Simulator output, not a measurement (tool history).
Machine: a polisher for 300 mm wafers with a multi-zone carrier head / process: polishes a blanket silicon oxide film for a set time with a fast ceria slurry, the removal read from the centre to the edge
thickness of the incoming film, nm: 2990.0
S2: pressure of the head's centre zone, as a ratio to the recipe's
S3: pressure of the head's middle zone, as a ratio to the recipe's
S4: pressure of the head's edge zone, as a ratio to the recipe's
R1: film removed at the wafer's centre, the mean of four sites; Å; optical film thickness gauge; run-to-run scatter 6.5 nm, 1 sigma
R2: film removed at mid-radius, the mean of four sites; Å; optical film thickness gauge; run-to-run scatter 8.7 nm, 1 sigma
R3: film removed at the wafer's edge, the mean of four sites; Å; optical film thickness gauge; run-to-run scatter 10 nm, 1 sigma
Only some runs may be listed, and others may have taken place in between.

run 1 hour=0.0 | flow_of_slurry_(ml/min)=185 S2=1.00 S3=1.00 S4=1.00 polishing_time_(s)=54 | R1=6036.3 R2=6133.8 R3=6128.6
run 2 hour=0.7 | flow_of_slurry_(ml/min)=185 S2=1.00 S3=0.96 S4=1.00 polishing_time_(s)=54 | R1=6023.6 R2=5918.6 R3=6325.3
run 3 hour=2.3 | flow_of_slurry_(ml/min)=185 S2=1.04 S3=0.96 S4=1.00 polishing_time_(s)=54 | R1=6189.0 R2=5903.7 R3=6053.3
run 4 hour=4.5 | flow_of_slurry_(ml/min)=190 S2=1.02 S3=0.97 S4=1.01 polishing_time_(s)=55 | R1=6191.5 R2=5976.1 R3=6234.7
run 5 hour=11.3 | flow_of_slurry_(ml/min)=190 S2=1.09 S3=0.97 S4=1.01 polishing_time_(s)=55 | R1=6797.7 R2=6096.1 R3=6244.3
run 6 hour=19.3 | flow_of_slurry_(ml/min)=190 S2=1.09 S3=0.97 S4=0.96 polishing_time_(s)=55 | R1=6689.3 R2=6110.1 R3=6161.2
run 7 hour=26.6 | flow_of_slurry_(ml/min)=190 S2=1.06 S3=0.97 S4=0.97 polishing_time_(s)=57 | R1=6793.8 R2=6356.9 R3=6458.3
run 8 hour=30.9 | flow_of_slurry_(ml/min)=195 S2=1.04 S3=0.97 S4=0.97 polishing_time_(s)=58 | R1=6738.1 R2=6475.2 R3=6621.0

Run 9 has not been measured yet. What should we expect?
run 9 hour=38.4 | flow_of_slurry_(ml/min)=200 S2=1.02 S3=0.97 S4=0.97 polishing_time_(s)=59 | R1=? R2=? R3=?

{"run 9": {"R1": 6812.4, "R2": 6586.2, "R3": 6621.1}}

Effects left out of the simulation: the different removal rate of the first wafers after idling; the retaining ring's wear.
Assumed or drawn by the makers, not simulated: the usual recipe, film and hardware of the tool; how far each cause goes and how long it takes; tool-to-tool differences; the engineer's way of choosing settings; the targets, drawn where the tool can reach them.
